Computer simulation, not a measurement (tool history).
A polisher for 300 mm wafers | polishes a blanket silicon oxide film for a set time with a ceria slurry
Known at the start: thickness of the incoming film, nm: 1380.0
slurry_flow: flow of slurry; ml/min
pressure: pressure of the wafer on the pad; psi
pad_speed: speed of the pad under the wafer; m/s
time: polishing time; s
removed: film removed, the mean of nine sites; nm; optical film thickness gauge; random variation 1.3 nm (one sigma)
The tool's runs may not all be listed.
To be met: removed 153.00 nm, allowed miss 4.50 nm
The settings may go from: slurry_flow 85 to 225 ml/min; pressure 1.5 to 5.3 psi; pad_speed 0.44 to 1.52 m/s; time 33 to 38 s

Run 1, hour 0.0: slurry_flow 145 ml/min, pressure 3.4 psi, pad_speed 0.98 m/s, time 38 s. Result: removed 174.80 nm.
Run 2, hour 3.1: slurry_flow 145 ml/min, pressure 3.4 psi, pad_speed 0.74 m/s, time 38 s. Result: removed 131.46 nm.
Run 3, hour 10.8: slurry_flow 150 ml/min, pressure 3.5 psi, pad_speed 0.74 m/s, time 38 s. Result: removed 137.01 nm.
Run 4, hour 18.6: slurry_flow 155 ml/min, pressure 3.6 psi, pad_speed 0.74 m/s, time 38 s. Result: removed 141.82 nm.
Run 5, hour 27.1: slurry_flow 155 ml/min, pressure 3.6 psi, pad_speed 0.74 m/s, time 33 s. Result: removed 124.17 nm.
Run 6, hour 30.8: slurry_flow 155 ml/min, pressure 3.8 psi, pad_speed 0.74 m/s, time 33 s. Result: removed 129.38 nm.
Run 7, hour 32.7: slurry_flow 155 ml/min, pressure 4.0 psi, pad_speed 0.74 m/s, time 33 s. Result: removed 136.69 nm.
Run 8, hour 39.6: slurry_flow 155 ml/min, pressure 4.1 psi, pad_speed 0.74 m/s, time 33 s. Result: removed 138.82 nm.
Run 9, hour 46.5: slurry_flow 155 ml/min, pressure 4.2 psi, pad_speed 0.74 m/s, time 33 s. Result: removed 142.18 nm.
Run 10, hour 47.0: slurry_flow 155 ml/min, pressure 4.3 psi, pad_speed 0.74 m/s, time 33 s. Result: removed 146.51 nm.

4 next moves are on the table. One of them brings every result within its allowed miss. Which?
Run A, hour 47.5: slurry_flow 205 ml/min, pressure 4.8 psi, pad_speed 0.60 m/s, time 36 s. Result: removed ?.
Run B, hour 47.5: slurry_flow 160 ml/min, pressure 4.2 psi, pad_speed 0.72 m/s, time 34 s. Result: removed ?.
Run C, hour 47.5: slurry_flow 170 ml/min, pressure 4.6 psi, pad_speed 0.64 m/s, time 34 s. Result: removed ?.
Run D, hour 47.5: slurry_flow 135 ml/min, pressure 3.9 psi, pad_speed 0.82 m/s, time 33 s. Result: removed ?.

move  removed
   A   150.16
   B   143.23
   C   141.10
   D   142.64
A: meets every target
B: further off than the last run
C: further off than the last run
D: further off than the last run
The right move is A.
